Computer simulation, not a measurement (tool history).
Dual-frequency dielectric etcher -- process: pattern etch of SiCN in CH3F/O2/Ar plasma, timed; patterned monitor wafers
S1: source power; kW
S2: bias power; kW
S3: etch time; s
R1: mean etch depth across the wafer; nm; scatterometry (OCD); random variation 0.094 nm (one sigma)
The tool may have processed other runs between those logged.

run 1 hour=0.0 | S1=0.370 S2=0.070 S3=64 | R1=22.431
run 2 hour=3.3 | S1=0.430 S2=0.070 S3=64 | R1=23.533
run 3 hour=5.7 | S1=0.430 S2=0.065 S3=64 | R1=23.131
run 4 hour=13.4 | S1=0.390 S2=0.063 S3=64 | R1=22.089
run 5 hour=17.1 | S1=0.360 S2=0.062 S3=64 | R1=21.185
run 6 hour=17.8 | S1=0.330 S2=0.062 S3=64 | R1=20.582
run 7 hour=19.1 | S1=0.320 S2=0.062 S3=64 | R1=20.428

Run 8 comes next. What will it give?
run 8 hour=22.6 | S1=0.310 S2=0.062 S3=64 | R1=?

R1: 20.040 nm

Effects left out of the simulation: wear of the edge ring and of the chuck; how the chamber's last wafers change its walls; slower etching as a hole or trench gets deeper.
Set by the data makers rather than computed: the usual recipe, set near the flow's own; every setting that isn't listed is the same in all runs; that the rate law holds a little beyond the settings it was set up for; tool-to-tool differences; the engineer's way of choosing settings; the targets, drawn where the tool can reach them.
